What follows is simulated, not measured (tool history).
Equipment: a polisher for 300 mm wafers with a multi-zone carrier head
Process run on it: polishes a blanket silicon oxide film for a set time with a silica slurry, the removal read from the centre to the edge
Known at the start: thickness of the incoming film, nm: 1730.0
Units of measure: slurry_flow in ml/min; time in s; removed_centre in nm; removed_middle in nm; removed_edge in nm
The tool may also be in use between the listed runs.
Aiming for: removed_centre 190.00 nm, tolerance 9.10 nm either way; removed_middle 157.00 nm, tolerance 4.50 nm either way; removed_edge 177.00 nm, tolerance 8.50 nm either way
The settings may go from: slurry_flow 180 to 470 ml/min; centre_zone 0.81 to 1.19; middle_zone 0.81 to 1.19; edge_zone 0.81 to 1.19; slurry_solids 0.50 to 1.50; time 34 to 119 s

run  hour  slurry_flow  centre_zone  middle_zone  edge_zone  slurry_solids  time  removed_centre  removed_middle  removed_edge
  1   0.0          300         1.00         1.00       1.00           1.00    76          282.06          283.76        283.11
  2   2.5          300         1.00         0.95       1.00           1.00    76          276.09          272.50        281.58
  3   7.5          300         1.00         0.95       1.00           1.00    87          329.45          313.33        326.04
  4  16.2          300         0.95         0.95       1.00           1.00    87          315.55          311.83        334.66
  5  18.0          295         0.97         0.93       1.01           0.95    83          297.91          287.97        301.39
  6  19.2          305         0.98         0.91       1.04           0.90    78          273.74          260.01        288.83
  7  23.1          300         1.00         0.90       1.04           0.85    75          258.63          242.18        269.09
  8  25.6          295         1.02         0.89       1.03           0.80    73          250.42          222.99        243.73
  9  32.9          290         1.02         0.88       1.03           0.75    72          234.10          214.38        236.62
 10  41.4          290         1.02         0.88       1.03           0.75    72          236.16          212.80        242.51
 11  46.2          285         1.03         0.87       1.00           0.70    71          228.59          197.69        222.30
 12  49.9          280         1.02         0.87       0.98           0.70    71          223.77          201.93        226.03
 13  55.1          285         1.09         0.87       1.01           0.50    57          154.50          131.24        144.36
 14  61.0          285         1.09         0.87       1.01           0.55    57          163.90          142.31        155.23
 15  61.9          285         1.09         0.86       1.01           0.55    57          165.37          137.66        156.82
 16  70.4          285         1.09         0.86       1.01           0.60    57          172.21          148.11        164.15

Of the 4 settings listed for the next run, only one would bring every result within its allowed miss of target. Which one?
  A  78.9          280         1.10         0.85       1.00           0.50    70               ?               ?             ?
  B  78.9          330         1.00         0.91       1.05           0.75    50               ?               ?             ?
  C  78.9          275         0.95         0.90       1.07           0.70    54               ?               ?             ?
  D  78.9          220         1.00         0.83       1.08           0.60    60               ?               ?             ?

move  removed_centre  removed_middle  removed_edge
   A          193.91          158.92        176.31
   B          165.90          152.38        164.45
   C          164.58          155.59        171.27
   D          170.75          147.49        173.42
A: hits every target within its allowed miss
B: its largest miss is bigger than the last run's
C: meets the target for the result that was furthest off, but another lies outside its allowed miss
D: its largest miss is bigger than the last run's
Correct choice: A, which meets every target

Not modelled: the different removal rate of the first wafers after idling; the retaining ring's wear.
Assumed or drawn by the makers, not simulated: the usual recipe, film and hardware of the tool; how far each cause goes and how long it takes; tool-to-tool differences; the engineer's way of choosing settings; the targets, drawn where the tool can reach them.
